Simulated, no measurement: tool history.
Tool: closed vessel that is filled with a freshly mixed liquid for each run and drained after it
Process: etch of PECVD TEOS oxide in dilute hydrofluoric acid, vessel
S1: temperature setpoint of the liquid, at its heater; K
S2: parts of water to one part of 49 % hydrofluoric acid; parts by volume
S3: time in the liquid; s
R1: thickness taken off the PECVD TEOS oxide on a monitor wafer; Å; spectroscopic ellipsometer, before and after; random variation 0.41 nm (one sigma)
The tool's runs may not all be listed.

run  hour      S1  S2   S3      R1
  1   0.0  294.15  50   95  374.78
  2   6.7  296.15  50   95  402.47
  3   8.6  299.15  50   95  452.81
  4  11.5  301.15  50   95  491.48
  5  13.5  301.65  50   95  507.57
  6  22.8  301.65  50  100  528.30

Forecast run 7:
  7  24.8  302.15  50  100   ?

{"run 7": {"R1": 543.03}}
